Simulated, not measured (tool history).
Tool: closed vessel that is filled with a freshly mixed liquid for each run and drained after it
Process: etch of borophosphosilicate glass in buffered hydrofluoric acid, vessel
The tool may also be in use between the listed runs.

run  hour  temperature setpoint of the liquid (C)  parts of 40 % ammonium fluoride to one part of 49 % hydrofluoric acid (parts by volume)  time in the liquid (s)  thickness taken off the borophosphosilicate glass on a monitor wafer (angstrom)
  1     0                                      24                                                                                     20.5                      95                                                                             1230
  2   2.8                                    25.5                                                                                       20                      95                                                                           1368.5
  3   4.4                                    27.5                                                                                       20                      95                                                                           1534.1
  4  10.9                                    27.5                                                                                       20                      95                                                                           1505.3
  5  18.4                                    30.5                                                                                       20                      95                                                                           1773.5
  6  25.8                                    29.5                                                                                       20                      95                                                                           1687.8
  7  32.1                                      30                                                                                     19.5                      95                                                                             1749
  8    39                                    30.5                                                                                       19                      95                                                                           1852.4

For run 9, what comes out?
  9  47.2                                    30.5                                                                                     18.5                      95                                                                                ?

thickness taken off the borophosphosilicate glass on a monitor wafer (angstrom): 1897.6
